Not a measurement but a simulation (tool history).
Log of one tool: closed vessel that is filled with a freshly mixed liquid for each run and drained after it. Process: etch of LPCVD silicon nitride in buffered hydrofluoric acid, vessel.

| run | hour | temperature setpoint of the liquid (K) | parts of 40 % ammonium fluoride to one part of 49 % hydrofluoric acid (parts by volume) | time in the liquid (s) | thickness taken off the LPCVD silicon nitride on a monitor wafer (angstrom) |
|---|---|---|---|---|---|
| 1 | 0.0 | 297.15 | 10.0 | 730 | 93.437 |
| 2 | 8.9 | 297.15 | 10.0 | 775 | 98.920 |
| 3 | 14.9 | 297.15 | 10.0 | 730 | 93.897 |
| 4 | 19.8 | 295.65 | 10.0 | 730 | 86.065 |
| 5 | 21.4 | 295.65 | 10.0 | 775 | 91.050 |
| 6 | 22.2 | 298.15 | 10.0 | 775 | 103.570 |
| 7 | 28.9 | 298.15 | 10.0 | 775 | 104.000 |
| 8 | 36.2 | 294.15 | 10.0 | 775 | 83.693 |
| 9 | 37.4 | 293.15 | 10.0 | 775 | 80.070 |

Forecast run 10:
| 10 | 41.1 | 292.15 | 10.0 | 775 | ? |

thickness taken off the LPCVD silicon nitride on a monitor wafer (angstrom): 75.167

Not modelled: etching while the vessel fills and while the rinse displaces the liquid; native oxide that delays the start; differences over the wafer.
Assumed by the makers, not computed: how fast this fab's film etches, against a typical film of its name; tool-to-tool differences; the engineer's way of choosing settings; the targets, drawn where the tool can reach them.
